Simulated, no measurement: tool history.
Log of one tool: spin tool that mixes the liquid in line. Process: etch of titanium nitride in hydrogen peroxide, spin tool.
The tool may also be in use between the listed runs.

| run | hour | temperature setpoint of the liquid (K) | concentration of hydrogen peroxide in the mixed liquid (% by weight) | time under the liquid (s) | thickness taken off the titanium nitride on a monitor wafer (Å) |
|---|---|---|---|---|---|
| 1 | 0.0 | 325.15 | 15 | 280 | 76.620 |
| 2 | 8.2 | 327.65 | 15 | 280 | 92.082 |
| 3 | 10.8 | 320.65 | 15 | 280 | 55.300 |
| 4 | 13.3 | 320.65 | 15 | 300 | 59.635 |
| 5 | 16.5 | 323.65 | 15 | 300 | 74.256 |
| 6 | 20.4 | 323.65 | 15 | 280 | 69.072 |
| 7 | 26.2 | 331.65 | 15 | 280 | 120.950 |
| 8 | 30.8 | 332.65 | 15 | 280 | 129.970 |
| 9 | 38.9 | 333.65 | 15 | 280 | 139.200 |

The next listed run, before its measurement:
| 10 | 39.6 | 334.15 | 15 | 280 | ? |

{"run 10": {"thickness taken off the titanium nitride on a monitor wafer (Å)": 144.69}}
